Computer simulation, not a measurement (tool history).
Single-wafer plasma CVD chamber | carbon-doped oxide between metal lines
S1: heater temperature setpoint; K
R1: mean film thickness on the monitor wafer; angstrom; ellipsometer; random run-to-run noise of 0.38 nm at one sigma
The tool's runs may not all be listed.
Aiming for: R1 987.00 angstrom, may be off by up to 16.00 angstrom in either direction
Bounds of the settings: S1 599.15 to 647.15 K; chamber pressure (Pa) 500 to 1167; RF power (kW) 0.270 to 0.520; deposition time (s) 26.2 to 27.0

Run 1, hour 0.0: S1 623.15 K, chamber pressure (Pa) 833, RF power (kW) 0.395, deposition time (s) 26.2. Result: R1 1176.00 angstrom.
Run 2, hour 8.7: S1 626.15 K, chamber pressure (Pa) 799, RF power (kW) 0.380, deposition time (s) 26.2. Result: R1 1113.40 angstrom.
Run 3, hour 13.1: S1 626.15 K, chamber pressure (Pa) 799, RF power (kW) 0.425, deposition time (s) 26.2. Result: R1 1238.70 angstrom.
Run 4, hour 19.5: S1 626.15 K, chamber pressure (Pa) 665, RF power (kW) 0.425, deposition time (s) 26.2. Result: R1 1196.60 angstrom.
Run 5, hour 26.8: S1 626.15 K, chamber pressure (Pa) 665, RF power (kW) 0.425, deposition time (s) 27.0. Result: R1 1235.70 angstrom.
Run 6, hour 35.1: S1 633.15 K, chamber pressure (Pa) 665, RF power (kW) 0.425, deposition time (s) 27.0. Result: R1 1219.70 angstrom.
Run 7, hour 35.8: S1 634.15 K, chamber pressure (Pa) 631, RF power (kW) 0.410, deposition time (s) 27.0. Result: R1 1147.30 angstrom.
Run 8, hour 37.7: S1 636.15 K, chamber pressure (Pa) 601, RF power (kW) 0.405, deposition time (s) 27.0. Result: R1 1119.80 angstrom.
Run 9, hour 40.9: S1 636.15 K, chamber pressure (Pa) 601, RF power (kW) 0.405, deposition time (s) 27.0. Result: R1 1125.00 angstrom.
Run 10, hour 48.7: S1 638.15 K, chamber pressure (Pa) 579, RF power (kW) 0.395, deposition time (s) 27.0. Result: R1 1093.10 angstrom.
Run 11, hour 53.5: S1 639.15 K, chamber pressure (Pa) 561, RF power (kW) 0.390, deposition time (s) 27.0. Result: R1 1050.50 angstrom.
Run 12, hour 60.5: S1 640.15 K, chamber pressure (Pa) 547, RF power (kW) 0.390, deposition time (s) 27.0. Result: R1 1051.20 angstrom.
Run 13, hour 65.5: S1 644.15 K, chamber pressure (Pa) 517, RF power (kW) 0.360, deposition time (s) 26.9. Result: R1 954.86 angstrom.
Run 14, hour 70.7: S1 643.15 K, chamber pressure (Pa) 524, RF power (kW) 0.360, deposition time (s) 26.9. Result: R1 962.78 angstrom.

Below are 5 possible settings for the next run. Only one of them brings all results inside the allowed miss of their targets. Which is it?
Run A, hour 75.9: S1 640.15 K, chamber pressure (Pa) 557, RF power (kW) 0.380, deposition time (s) 27.0. Result: R1 ?.
Run B, hour 75.9: S1 642.15 K, chamber pressure (Pa) 501, RF power (kW) 0.380, deposition time (s) 26.3. Result: R1 ?.
Run C, hour 75.9: S1 647.15 K, chamber pressure (Pa) 500, RF power (kW) 0.370, deposition time (s) 26.2. Result: R1 ?.
Run D, hour 75.9: S1 640.15 K, chamber pressure (Pa) 517, RF power (kW) 0.380, deposition time (s) 27.0. Result: R1 ?.
Run E, hour 75.9: S1 647.15 K, chamber pressure (Pa) 640, RF power (kW) 0.390, deposition time (s) 26.2. Result: R1 ?.

move       R1
   A  1033.70
   B   987.41
   C   946.01
   D  1022.00
   E  1041.20
A: carries the result that was furthest off beyond its target, to the other side
B: hits every target within its allowed miss
C: the biggest miss grows against the last run
D: carries the result that was furthest off beyond its target, to the other side
E: carries the result that was furthest off beyond its target, to the other side
B is the move that brings every result within its allowed miss.
